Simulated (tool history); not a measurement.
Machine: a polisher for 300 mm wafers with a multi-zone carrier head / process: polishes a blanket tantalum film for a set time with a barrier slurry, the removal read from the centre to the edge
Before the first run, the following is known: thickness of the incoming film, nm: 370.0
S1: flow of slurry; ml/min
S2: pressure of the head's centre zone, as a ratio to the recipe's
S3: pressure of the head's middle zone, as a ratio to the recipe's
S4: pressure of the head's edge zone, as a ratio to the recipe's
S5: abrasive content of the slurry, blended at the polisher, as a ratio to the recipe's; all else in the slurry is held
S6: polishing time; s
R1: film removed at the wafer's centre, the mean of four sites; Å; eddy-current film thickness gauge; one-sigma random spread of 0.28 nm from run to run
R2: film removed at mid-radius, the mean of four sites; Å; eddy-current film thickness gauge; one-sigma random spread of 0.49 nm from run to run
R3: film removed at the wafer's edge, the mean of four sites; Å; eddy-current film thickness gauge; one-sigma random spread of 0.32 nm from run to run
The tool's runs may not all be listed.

run 1 day=0 | S1=185 S2=1 S3=1 S4=1 S5=1 S6=54 | R1=634.17 R2=641.37 R3=630.69
run 2 day=0.121 | S1=175 S2=0.94 S3=1.03 S4=0.96 S5=0.85 S6=47 | R1=484.75 R2=522.89 R3=510.87
run 3 day=0.229 | S1=175 S2=0.94 S3=1.03 S4=0.99 S5=0.85 S6=47 | R1=482.88 R2=532.89 R3=500.18
run 4 day=0.354 | S1=175 S2=0.91 S3=1.03 S4=0.99 S5=0.85 S6=47 | R1=474.49 R2=532.76 R3=510.12
run 5 day=0.646 | S1=165 S2=0.89 S3=1.07 S4=0.98 S5=0.75 S6=43 | R1=390.87 R2=475.17 R3=441.95
run 6 day=0.962 | S1=160 S2=0.9 S3=1.11 S4=0.96 S5=0.65 S6=41 | R1=346.75 R2=420.5 R3=374.52
run 7 day=1.217 | S1=150 S2=0.88 S3=1.13 S4=0.94 S5=0.65 S6=41 | R1=327.97 R2=425.4 R3=364.81
run 8 day=1.433 | S1=140 S2=0.87 S3=1.13 S4=0.92 S5=0.6 S6=41 | R1=307.14 R2=394.98 R3=342.11

Expected results for the next run?
run 9 day=1.55 | S1=135 S2=0.87 S3=1.14 S4=0.92 S5=0.6 S6=41 | R1=? R2=? R3=?

R1: 302.91 Å
R2: 396.06 Å
R3: 335.46 Å
